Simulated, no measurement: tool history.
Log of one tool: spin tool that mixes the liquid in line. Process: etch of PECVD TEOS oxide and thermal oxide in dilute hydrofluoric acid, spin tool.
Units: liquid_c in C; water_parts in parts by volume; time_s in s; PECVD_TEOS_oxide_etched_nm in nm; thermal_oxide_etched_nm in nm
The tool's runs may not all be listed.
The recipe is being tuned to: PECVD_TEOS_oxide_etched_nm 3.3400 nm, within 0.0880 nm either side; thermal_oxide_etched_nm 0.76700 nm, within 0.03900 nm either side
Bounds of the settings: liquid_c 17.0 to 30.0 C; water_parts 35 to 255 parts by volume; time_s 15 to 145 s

run	hour	liquid_c	water_parts	time_s	PECVD_TEOS_oxide_etched_nm	thermal_oxide_etched_nm
1	0.0	22.0	145	75	8.6391	2.02450
2	8.2	22.0	145	90	10.5590	2.42240
3	9.7	21.0	165	90	8.5843	1.98940
4	13.8	20.5	180	90	7.5863	1.77410
5	21.8	20.0	195	90	6.7914	1.58820
6	28.1	20.0	230	90	5.6239	1.31290
7	31.9	19.5	235	85	5.1051	1.14330
8	39.5	19.0	240	80	4.5380	1.04050
9	41.6	18.5	245	80	4.3910	0.98957
10	43.2	18.5	245	75	4.0750	0.93760
11	48.1	18.0	245	75	3.9958	0.93039
12	51.5	18.0	245	75	3.9418	0.93146
13	52.5	18.0	245	75	4.0228	0.89019
14	53.3	18.5	245	70	3.7887	0.84300
15	60.6	18.0	245	70	3.7434	0.87414

Pick the move, out of 4, that brings all results within their allowed miss; only one does.
A	67.9	17.0	135	40	?	?
B	67.9	18.5	225	55	?	?
C	67.9	19.0	255	80	?	?
D	67.9	20.5	250	70	?	?

move	PECVD_TEOS_oxide_etched_nm	thermal_oxide_etched_nm
A	4.1147	0.94894
B	3.3081	0.76292
C	4.2105	0.97102
D	3.9942	0.92115
A: its largest miss is bigger than the last run's
B: every result within its allowed miss
C: its largest miss is bigger than the last run's
D: its largest miss is bigger than the last run's
So the answer is move B, the one that meets all the targets.
